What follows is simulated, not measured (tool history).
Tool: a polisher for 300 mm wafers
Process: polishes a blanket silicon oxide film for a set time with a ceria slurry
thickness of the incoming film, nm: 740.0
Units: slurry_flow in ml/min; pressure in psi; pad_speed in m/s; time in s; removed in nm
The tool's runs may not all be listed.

Run 1, hour 0: slurry_flow 165 ml/min, pressure 2.2 psi, pad_speed 1.24 m/s, time 49 s. Result: removed 205.73 nm.
Run 2, hour 1.5: slurry_flow 160 ml/min, pressure 2 psi, pad_speed 1.24 m/s, time 49 s. Result: removed 191.89 nm.
Run 3, hour 2.5: slurry_flow 160 ml/min, pressure 2 psi, pad_speed 1.24 m/s, time 49 s. Result: removed 191.07 nm.
Run 4, hour 11: slurry_flow 160 ml/min, pressure 2 psi, pad_speed 1.24 m/s, time 49 s. Result: removed 194.82 nm.
Run 5, hour 18.6: slurry_flow 160 ml/min, pressure 1.8 psi, pad_speed 1.24 m/s, time 49 s. Result: removed 175.9 nm.
Run 6, hour 20: slurry_flow 200 ml/min, pressure 1.8 psi, pad_speed 1.24 m/s, time 49 s. Result: removed 182.67 nm.
Run 7, hour 27.1: slurry_flow 195 ml/min, pressure 1.7 psi, pad_speed 1.24 m/s, time 49 s. Result: removed 173.88 nm.

The next listed run, before its measurement:
Run 8, hour 33.3: slurry_flow 190 ml/min, pressure 1.6 psi, pad_speed 1.24 m/s, time 49 s. Result: removed ?.

removed: 169.68 nm
